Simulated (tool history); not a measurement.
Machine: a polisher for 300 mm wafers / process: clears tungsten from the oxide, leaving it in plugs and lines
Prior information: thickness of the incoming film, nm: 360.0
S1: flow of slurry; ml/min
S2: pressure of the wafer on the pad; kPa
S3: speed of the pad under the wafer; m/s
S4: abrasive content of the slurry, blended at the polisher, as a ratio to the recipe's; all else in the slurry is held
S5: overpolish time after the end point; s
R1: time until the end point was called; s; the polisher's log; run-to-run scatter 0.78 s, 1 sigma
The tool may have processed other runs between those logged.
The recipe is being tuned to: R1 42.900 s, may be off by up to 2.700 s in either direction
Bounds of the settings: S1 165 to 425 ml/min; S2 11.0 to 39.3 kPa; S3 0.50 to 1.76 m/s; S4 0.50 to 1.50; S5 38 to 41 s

| run | hour | S1 | S2 | S3 | S4 | S5 | R1 |
|---|---|---|---|---|---|---|---|
| 1 | 0.0 | 275 | 24.8 | 1.12 | 1.00 | 38 | 63.256 |
| 2 | 1.2 | 275 | 26.2 | 1.12 | 1.00 | 38 | 62.947 |
| 3 | 5.8 | 275 | 20.0 | 1.12 | 1.00 | 38 | 79.449 |
| 4 | 6.6 | 275 | 20.0 | 1.12 | 1.00 | 41 | 77.737 |
| 5 | 13.8 | 275 | 22.1 | 1.14 | 1.00 | 41 | 71.603 |
| 6 | 22.7 | 275 | 22.1 | 1.14 | 1.00 | 41 | 68.654 |
| 7 | 30.0 | 275 | 23.4 | 1.14 | 1.00 | 41 | 69.014 |
| 8 | 35.2 | 275 | 24.8 | 1.16 | 1.00 | 41 | 63.005 |
| 9 | 40.0 | 275 | 26.2 | 1.16 | 1.00 | 41 | 59.265 |
| 10 | 44.1 | 275 | 27.6 | 1.16 | 1.00 | 41 | 56.036 |
| 11 | 46.6 | 275 | 28.3 | 1.16 | 1.00 | 41 | 56.094 |
| 12 | 48.0 | 275 | 28.3 | 1.16 | 1.00 | 41 | 55.299 |
| 13 | 55.3 | 275 | 29.0 | 1.16 | 1.00 | 41 | 52.939 |
| 14 | 60.3 | 275 | 29.6 | 1.16 | 1.00 | 41 | 51.544 |

Exercise: of the 4 proposed moves below, exactly one satisfies all targets within the stated allowed misses. Which move is it?
| A | 65.3 | 320 | 32.4 | 1.06 | 1.05 | 41 | ? |
| B | 65.3 | 265 | 33.1 | 1.16 | 0.90 | 41 | ? |
| C | 65.3 | 265 | 32.4 | 1.28 | 1.00 | 41 | ? |
| D | 65.3 | 270 | 29.0 | 1.08 | 1.00 | 41 | ? |

| move | R1 |
|---|---|
| A | 50.929 |
| B | 48.585 |
| C | 43.704 |
| D | 57.426 |
A: better than the last run, though not everything is in spec
B: better than the last run, though not everything is in spec
C: every result within its allowed miss
D: the biggest miss grows against the last run
C meets every target.
